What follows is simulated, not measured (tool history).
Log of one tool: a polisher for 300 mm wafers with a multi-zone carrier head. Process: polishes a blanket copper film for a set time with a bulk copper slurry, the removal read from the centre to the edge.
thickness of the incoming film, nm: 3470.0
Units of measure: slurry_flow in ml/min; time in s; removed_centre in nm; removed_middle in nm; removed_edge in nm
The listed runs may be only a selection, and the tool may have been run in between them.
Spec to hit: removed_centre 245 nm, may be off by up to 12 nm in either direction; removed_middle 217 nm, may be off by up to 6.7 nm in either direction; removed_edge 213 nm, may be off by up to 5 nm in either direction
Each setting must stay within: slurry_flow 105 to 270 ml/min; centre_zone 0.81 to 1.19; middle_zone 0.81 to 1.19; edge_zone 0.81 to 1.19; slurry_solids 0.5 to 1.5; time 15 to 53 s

{"run": 1, "hour": 0.0, "slurry_flow": 175, "centre_zone": 1, "middle_zone": 1, "edge_zone": 1, "slurry_solids": 1, "time": 34, "removed_centre": 368.01, "removed_middle": 354.43, "removed_edge": 351.54}
{"run": 2, "hour": 7.4, "slurry_flow": 170, "centre_zone": 1.01, "middle_zone": 0.98, "edge_zone": 0.95, "slurry_solids": 0.85, "time": 31, "removed_centre": 317.2, "removed_middle": 304.4, "removed_edge": 301.58}
{"run": 3, "hour": 10.9, "slurry_flow": 170, "centre_zone": 0.95, "middle_zone": 0.98, "edge_zone": 0.95, "slurry_solids": 0.85, "time": 31, "removed_centre": 302.6, "removed_middle": 302.58, "removed_edge": 302.09}
{"run": 4, "hour": 13.8, "slurry_flow": 170, "centre_zone": 0.95, "middle_zone": 0.92, "edge_zone": 0.95, "slurry_solids": 0.85, "time": 31, "removed_centre": 304.2, "removed_middle": 290.54, "removed_edge": 300.23}
{"run": 5, "hour": 16.6, "slurry_flow": 170, "centre_zone": 0.95, "middle_zone": 0.92, "edge_zone": 0.89, "slurry_solids": 0.85, "time": 31, "removed_centre": 289.08, "removed_middle": 290.59, "removed_edge": 290.02}
{"run": 6, "hour": 22.6, "slurry_flow": 165, "centre_zone": 1, "middle_zone": 0.91, "edge_zone": 0.87, "slurry_solids": 0.75, "time": 29, "removed_centre": 277.92, "removed_middle": 257.02, "removed_edge": 255.59}
{"run": 7, "hour": 30.2, "slurry_flow": 155, "centre_zone": 1.01, "middle_zone": 0.9, "edge_zone": 0.85, "slurry_solids": 0.65, "time": 29, "removed_centre": 258.95, "removed_middle": 237.86, "removed_edge": 241.91}
{"run": 8, "hour": 38.1, "slurry_flow": 150, "centre_zone": 1.03, "middle_zone": 0.91, "edge_zone": 0.84, "slurry_solids": 0.6, "time": 29, "removed_centre": 258.07, "removed_middle": 229.13, "removed_edge": 231.36}
{"run": 9, "hour": 40.4, "slurry_flow": 140, "centre_zone": 1.04, "middle_zone": 0.92, "edge_zone": 0.83, "slurry_solids": 0.6, "time": 29, "removed_centre": 256.29, "removed_middle": 228.52, "removed_edge": 231.01}
{"run": 10, "hour": 42.5, "slurry_flow": 140, "centre_zone": 1.04, "middle_zone": 0.92, "edge_zone": 0.83, "slurry_solids": 0.6, "time": 29, "removed_centre": 262.02, "removed_middle": 230.89, "removed_edge": 228.05}
{"run": 11, "hour": 45.5, "slurry_flow": 140, "centre_zone": 1.04, "middle_zone": 0.92, "edge_zone": 0.83, "slurry_solids": 0.6, "time": 29, "removed_centre": 263.07, "removed_middle": 228.13, "removed_edge": 227.56}
{"run": 12, "hour": 54.1, "slurry_flow": 120, "centre_zone": 1.03, "middle_zone": 0.93, "edge_zone": 0.81, "slurry_solids": 0.5, "time": 28, "removed_centre": 224.4, "removed_middle": 199.09, "removed_edge": 195.64}
{"run": 13, "hour": 55.4, "slurry_flow": 165, "centre_zone": 1.03, "middle_zone": 0.93, "edge_zone": 0.83, "slurry_solids": 0.5, "time": 28, "removed_centre": 232.87, "removed_middle": 209.95, "removed_edge": 201.8}
{"run": 14, "hour": 60.5, "slurry_flow": 170, "centre_zone": 1.03, "middle_zone": 0.93, "edge_zone": 0.84, "slurry_solids": 0.5, "time": 28, "removed_centre": 227.26, "removed_middle": 211.32, "removed_edge": 207.52}
{"run": 15, "hour": 65.7, "slurry_flow": 170, "centre_zone": 1.05, "middle_zone": 0.93, "edge_zone": 0.84, "slurry_solids": 0.5, "time": 28, "removed_centre": 239.21, "removed_middle": 210.5, "removed_edge": 207.43}

5 next moves are on the table. One of them brings every result within its allowed miss. Which?
{"run": "A", "hour": 70.9, "slurry_flow": 180, "centre_zone": 1.04, "middle_zone": 0.98, "edge_zone": 0.86, "slurry_solids": 0.5, "time": 27, "removed_centre": "?", "removed_middle": "?", "removed_edge": "?"}
{"run": "B", "hour": 70.9, "slurry_flow": 170, "centre_zone": 1.06, "middle_zone": 0.87, "edge_zone": 0.89, "slurry_solids": 0.55, "time": 27, "removed_centre": "?", "removed_middle": "?", "removed_edge": "?"}
{"run": "C", "hour": 70.9, "slurry_flow": 190, "centre_zone": 1.05, "middle_zone": 0.93, "edge_zone": 0.87, "slurry_solids": 0.65, "time": 25, "removed_centre": "?", "removed_middle": "?", "removed_edge": "?"}
{"run": "D", "hour": 70.9, "slurry_flow": 190, "centre_zone": 0.99, "middle_zone": 0.87, "edge_zone": 0.85, "slurry_solids": 0.65, "time": 25, "removed_centre": "?", "removed_middle": "?", "removed_edge": "?"}
{"run": "E", "hour": 70.9, "slurry_flow": 180, "centre_zone": 1.07, "middle_zone": 0.97, "edge_zone": 0.83, "slurry_solids": 0.5, "time": 27, "removed_centre": "?", "removed_middle": "?", "removed_edge": "?"}

move=A removed_centre=231.46 removed_middle=213.44 removed_edge=203.89
move=B removed_centre=244.68 removed_middle=201.07 removed_edge=216.23
move=C removed_centre=245.48 removed_middle=214.62 removed_edge=215.09
move=D removed_centre=232.43 removed_middle=203.13 removed_edge=213.02
move=E removed_centre=237.61 removed_middle=211.58 removed_edge=200.71
A: misses by more than the last run did
B: the worst result of the last run now meets its target, but another is out of spec
C: hits every target within its allowed miss
D: the worst result of the last run now meets its target, but another is out of spec
E: misses by more than the last run did
C meets every target.
